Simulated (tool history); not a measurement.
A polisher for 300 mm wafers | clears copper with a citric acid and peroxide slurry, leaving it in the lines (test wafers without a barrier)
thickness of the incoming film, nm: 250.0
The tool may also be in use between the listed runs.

run  hour  flow of slurry (ml/min)  pressure of the wafer on the pad (psi)  speed of the pad under the wafer (m/s)  abrasive content of the slurry  overpolish time after the end point (s)  time until the end point was called (s)  dishing of a wide line in a test structure (Å)
  1     0                      220                                     3.2                                    0.94                               1                                       28                                   99.451                                          441.08
  2   6.8                      180                                     3.2                                    0.94                               1                                       28                                   99.279                                          411.65
  3   8.4                      175                                     2.9                                     0.9                               1                                       25                                   113.49                                          354.67
  4  12.1                      175                                     2.9                                     0.9                               1                                       36                                   113.66                                          457.32
  5  19.6                      170                                     2.7                                    0.86                               1                                       30                                   126.01                                          375.72
  6  28.6                      165                                     2.6                                    0.84                               1                                       24                                   131.87                                           299.3
  7  34.3                      165                                     2.4                                    0.84                               1                                       21                                    139.1                                          260.67

Forecast run 8:
  8    35                      165                                     1.6                                    0.84                               1                                       14                                        ?                                               ?

time until the end point was called (s): 180.99
dishing of a wide line in a test structure (Å): 137.8
